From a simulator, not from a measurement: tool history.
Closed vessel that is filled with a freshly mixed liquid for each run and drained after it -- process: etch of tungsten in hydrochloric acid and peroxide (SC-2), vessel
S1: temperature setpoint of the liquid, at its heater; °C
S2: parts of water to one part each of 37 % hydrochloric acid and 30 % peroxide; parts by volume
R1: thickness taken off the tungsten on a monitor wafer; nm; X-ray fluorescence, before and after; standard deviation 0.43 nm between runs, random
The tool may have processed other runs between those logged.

run 1 hour=0.0 | S1=60.0 S2=7.5 time_in_the_liquid_(s)=110 | R1=76.462
run 2 hour=3.6 | S1=60.0 S2=7.5 time_in_the_liquid_(s)=110 | R1=76.117
run 3 hour=5.0 | S1=62.0 S2=7.5 time_in_the_liquid_(s)=110 | R1=86.285
run 4 hour=12.3 | S1=58.5 S2=7.5 time_in_the_liquid_(s)=110 | R1=69.364
run 5 hour=21.0 | S1=58.5 S2=7.5 time_in_the_liquid_(s)=110 | R1=69.334
run 6 hour=26.6 | S1=58.5 S2=7.5 time_in_the_liquid_(s)=115 | R1=72.185

Run 7 has not been measured yet. What should we expect?
run 7 hour=30.9 | S1=60.5 S2=7.5 time_in_the_liquid_(s)=115 | R1=?

Run 7 measured R1 81.834 nm.
